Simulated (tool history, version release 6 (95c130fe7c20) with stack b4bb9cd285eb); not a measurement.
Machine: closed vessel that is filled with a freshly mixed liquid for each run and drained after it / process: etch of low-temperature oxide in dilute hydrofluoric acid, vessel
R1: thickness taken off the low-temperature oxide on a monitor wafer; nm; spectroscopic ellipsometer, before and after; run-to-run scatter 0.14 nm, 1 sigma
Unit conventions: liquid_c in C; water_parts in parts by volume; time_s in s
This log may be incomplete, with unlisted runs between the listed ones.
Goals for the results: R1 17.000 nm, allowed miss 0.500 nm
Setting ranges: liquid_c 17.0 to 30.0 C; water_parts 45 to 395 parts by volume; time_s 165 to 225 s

{"run": 1, "hour": 0.0, "liquid_c": 22.0, "water_parts": 220, "time_s": 225, "R1": 20.103}
{"run": 2, "hour": 4.9, "liquid_c": 20.5, "water_parts": 220, "time_s": 225, "R1": 19.179}
{"run": 3, "hour": 13.0, "liquid_c": 23.5, "water_parts": 220, "time_s": 225, "R1": 20.997}
{"run": 4, "hour": 16.8, "liquid_c": 23.5, "water_parts": 220, "time_s": 165, "R1": 15.238}
{"run": 5, "hour": 18.1, "liquid_c": 23.5, "water_parts": 160, "time_s": 165, "R1": 22.678}
{"run": 6, "hour": 19.1, "liquid_c": 23.5, "water_parts": 180, "time_s": 165, "R1": 20.071}
{"run": 7, "hour": 20.2, "liquid_c": 23.5, "water_parts": 190, "time_s": 165, "R1": 18.63}
{"run": 8, "hour": 21.9, "liquid_c": 23.5, "water_parts": 190, "time_s": 165, "R1": 18.288}

Below are 4 possible settings for the next run. Only one of them brings all results inside the allowed miss of their targets. Which is it?
{"run": "A", "hour": 23.6, "liquid_c": 24.0, "water_parts": 255, "time_s": 215, "R1": "?"}
{"run": "B", "hour": 23.6, "liquid_c": 22.5, "water_parts": 200, "time_s": 185, "R1": "?"}
{"run": "C", "hour": 23.6, "liquid_c": 23.5, "water_parts": 195, "time_s": 170, "R1": "?"}
{"run": "D", "hour": 23.6, "liquid_c": 20.5, "water_parts": 205, "time_s": 225, "R1": "?"}

move=A R1=17.256
move=B R1=18.960
move=C R1=18.649
move=D R1=20.748
A: every result within its allowed miss
B: its largest miss is bigger than the last run's
C: its largest miss is bigger than the last run's
D: its largest miss is bigger than the last run's
The move that meets every target is A.
